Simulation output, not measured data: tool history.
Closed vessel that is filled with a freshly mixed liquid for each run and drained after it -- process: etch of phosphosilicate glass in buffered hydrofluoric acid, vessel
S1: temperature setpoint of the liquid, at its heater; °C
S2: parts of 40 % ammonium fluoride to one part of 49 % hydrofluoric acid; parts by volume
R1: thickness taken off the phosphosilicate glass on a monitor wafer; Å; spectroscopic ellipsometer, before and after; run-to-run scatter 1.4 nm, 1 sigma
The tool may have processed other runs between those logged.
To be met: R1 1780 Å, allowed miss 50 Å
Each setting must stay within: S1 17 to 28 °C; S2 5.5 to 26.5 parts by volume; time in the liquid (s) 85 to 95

run 1 hour=0 | S1=20 S2=16 time_in_the_liquid_(s)=85 | R1=2894.1
run 2 hour=7.9 | S1=21 S2=16 time_in_the_liquid_(s)=85 | R1=3057.9
run 3 hour=15.3 | S1=21 S2=16 time_in_the_liquid_(s)=85 | R1=3040.8
run 4 hour=23.3 | S1=24 S2=16 time_in_the_liquid_(s)=85 | R1=3588.1
run 5 hour=28.4 | S1=22 S2=17.5 time_in_the_liquid_(s)=85 | R1=2955.5
run 6 hour=33.1 | S1=19 S2=17.5 time_in_the_liquid_(s)=85 | R1=2558.3
run 7 hour=38.2 | S1=18.5 S2=19 time_in_the_liquid_(s)=85 | R1=2249
run 8 hour=40.3 | S1=18 S2=19.5 time_in_the_liquid_(s)=85 | R1=2098.5
run 9 hour=41.7 | S1=17.5 S2=20 time_in_the_liquid_(s)=85 | R1=2016
run 10 hour=47.5 | S1=17.5 S2=20.5 time_in_the_liquid_(s)=85 | R1=1984.7
run 11 hour=56.5 | S1=17.5 S2=21 time_in_the_liquid_(s)=85 | R1=1949.1
run 12 hour=64.1 | S1=17.5 S2=21.5 time_in_the_liquid_(s)=85 | R1=1915.1
run 13 hour=73.3 | S1=17.5 S2=22 time_in_the_liquid_(s)=85 | R1=1899.7

5 candidate next runs follow, results not yet known. Just one meets every target within its allowed miss. Identify it.
run A hour=82.5 | S1=17 S2=21.5 time_in_the_liquid_(s)=85 | R1=?
run B hour=82.5 | S1=18 S2=24 time_in_the_liquid_(s)=90 | R1=?
run C hour=82.5 | S1=18.5 S2=25.5 time_in_the_liquid_(s)=90 | R1=?
run D hour=82.5 | S1=17 S2=23 time_in_the_liquid_(s)=85 | R1=?
run E hour=82.5 | S1=17 S2=22 time_in_the_liquid_(s)=90 | R1=?

move=A R1=1855.6
move=B R1=1927.9
move=C R1=1902
move=D R1=1771
move=E R1=1933.8
A: nearer than the last run, and not there yet
B: moves away from the targets compared with the last run
C: roughly where the last run was
D: every result lands within tolerance
E: moves away from the targets compared with the last run
Answer: D
